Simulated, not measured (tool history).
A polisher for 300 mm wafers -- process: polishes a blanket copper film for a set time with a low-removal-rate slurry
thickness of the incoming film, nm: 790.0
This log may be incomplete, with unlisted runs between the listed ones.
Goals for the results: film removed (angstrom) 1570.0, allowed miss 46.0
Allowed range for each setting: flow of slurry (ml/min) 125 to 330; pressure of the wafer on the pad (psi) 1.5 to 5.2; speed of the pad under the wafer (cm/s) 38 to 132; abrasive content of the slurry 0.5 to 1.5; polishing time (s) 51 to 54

| run | hour | flow of slurry (ml/min) | pressure of the wafer on the pad (psi) | speed of the pad under the wafer (cm/s) | abrasive content of the slurry | polishing time (s) | film removed (angstrom) |
|---|---|---|---|---|---|---|---|
| 1 | 0.0 | 210 | 3.3 | 84 | 1.0 | 51 | 1231.5 |
| 2 | 7.7 | 210 | 3.3 | 84 | 1.1 | 51 | 1236.3 |
| 3 | 9.6 | 210 | 3.3 | 84 | 1.1 | 51 | 1241.2 |
| 4 | 14.7 | 215 | 3.5 | 84 | 1.1 | 51 | 1332.5 |
| 5 | 18.2 | 225 | 3.6 | 84 | 1.1 | 51 | 1389.9 |
| 6 | 24.8 | 235 | 3.7 | 84 | 1.1 | 51 | 1421.4 |
| 7 | 27.9 | 235 | 3.8 | 84 | 1.1 | 51 | 1460.3 |
| 8 | 35.3 | 235 | 3.9 | 84 | 1.1 | 51 | 1491.7 |

4 next moves are on the table. One of them brings every result within its allowed miss. Which?
| A | 42.7 | 275 | 3.3 | 90 | 1.5 | 51 | ? |
| B | 42.7 | 300 | 3.5 | 94 | 1.3 | 54 | ? |
| C | 42.7 | 255 | 3.6 | 94 | 1.3 | 51 | ? |
| D | 42.7 | 225 | 4.4 | 68 | 1.1 | 51 | ? |

| move | film removed (angstrom) |
|---|---|
| A | 1491.3 |
| B | 1688.2 |
| C | 1604.4 |
| D | 1463.9 |
A: as far off as the last run
B: takes the biggest miss from the last run beyond its target
C: each result inside its tolerance
D: moves away from the targets compared with the last run
Answer: C

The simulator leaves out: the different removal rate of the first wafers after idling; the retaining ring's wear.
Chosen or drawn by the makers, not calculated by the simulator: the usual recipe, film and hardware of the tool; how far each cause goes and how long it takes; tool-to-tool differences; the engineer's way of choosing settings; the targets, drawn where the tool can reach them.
